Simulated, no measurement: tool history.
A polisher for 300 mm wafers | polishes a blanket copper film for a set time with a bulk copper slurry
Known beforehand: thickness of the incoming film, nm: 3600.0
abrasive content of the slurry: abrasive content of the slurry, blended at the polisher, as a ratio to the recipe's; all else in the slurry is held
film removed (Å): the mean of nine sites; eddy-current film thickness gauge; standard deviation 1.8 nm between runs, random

run,day,flow of slurry (ml/min),pressure of the wafer on the pad (psi),speed of the pad under the wafer (m/s),abrasive content of the slurry,polishing time (s),film removed (Å)
1,0.000,225,2.8,1.42,1.0,45,5340.8
2,0.112,220,2.5,1.40,1.0,45,4759.7
3,0.321,220,2.5,1.40,1.1,45,4815.0
4,0.429,215,2.3,1.38,1.1,45,4409.8
5,0.654,210,2.1,1.36,1.1,45,4011.1
6,0.846,235,2.1,1.36,1.1,45,4019.9
7,0.879,235,2.0,1.34,1.1,45,3817.1
8,1.092,235,1.9,1.32,1.1,45,3611.1
9,1.412,235,1.8,1.32,1.1,45,3437.1
10,1.471,235,1.7,1.32,1.1,45,3204.2
11,1.708,235,1.6,1.32,1.1,45,3061.3
12,2.054,230,1.5,1.32,1.1,45,2890.9

What will run 13 give?
13,2.088,225,1.5,1.32,1.1,45,?

{"run 13": {"film removed (Å)": 2849.2}}

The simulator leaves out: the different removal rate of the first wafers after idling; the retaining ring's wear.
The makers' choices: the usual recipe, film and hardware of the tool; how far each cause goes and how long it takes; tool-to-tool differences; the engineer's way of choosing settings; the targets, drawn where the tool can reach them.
